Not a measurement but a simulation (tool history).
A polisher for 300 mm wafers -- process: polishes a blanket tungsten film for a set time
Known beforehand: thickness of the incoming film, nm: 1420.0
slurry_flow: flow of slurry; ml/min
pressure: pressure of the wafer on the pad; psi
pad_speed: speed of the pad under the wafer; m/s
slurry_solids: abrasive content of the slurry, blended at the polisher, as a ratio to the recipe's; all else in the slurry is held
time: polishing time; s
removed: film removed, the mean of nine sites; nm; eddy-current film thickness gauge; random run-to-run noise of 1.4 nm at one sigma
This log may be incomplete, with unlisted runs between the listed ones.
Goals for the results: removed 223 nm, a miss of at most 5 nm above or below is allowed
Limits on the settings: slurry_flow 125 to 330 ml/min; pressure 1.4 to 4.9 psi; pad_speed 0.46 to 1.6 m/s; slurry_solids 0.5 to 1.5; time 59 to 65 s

run,day,slurry_flow,pressure,pad_speed,slurry_solids,time,removed
1,0,210,3.1,1.02,1,65,263.98
2,0.304,200,2.9,1.02,1,65,243.84
3,0.638,200,2.9,1.02,1.2,65,252.08
4,0.962,190,2.8,1.02,1.2,65,243.35
5,1.262,190,2.8,1.12,1.2,65,268.47
6,1.417,180,2.6,1.12,1.2,65,245.1
7,1.671,180,2.6,1.12,1.2,65,246.51
8,1.829,170,2.5,1.12,1.2,65,237.16
9,1.871,165,2.5,1.12,1.2,65,234.81
10,1.979,165,2.5,1.12,1.2,65,237.71

Below are 4 possible settings for the next run. Only one of them brings all results inside the allowed miss of their targets. Which is it?
A,2.088,140,3.1,1,1.25,64,?
B,2.088,235,2.5,1,1.05,65,?
C,2.088,180,2.4,1.14,1.15,59,?
D,2.088,205,1.8,1.42,1.35,64,?

move,removed
A,251.12
B,212.99
C,208.71
D,223.74
A: the biggest miss grows against the last run
B: carries the result that was furthest off beyond its target, to the other side
C: carries the result that was furthest off beyond its target, to the other side
D: in spec on every target
Correct choice: D, which meets every target

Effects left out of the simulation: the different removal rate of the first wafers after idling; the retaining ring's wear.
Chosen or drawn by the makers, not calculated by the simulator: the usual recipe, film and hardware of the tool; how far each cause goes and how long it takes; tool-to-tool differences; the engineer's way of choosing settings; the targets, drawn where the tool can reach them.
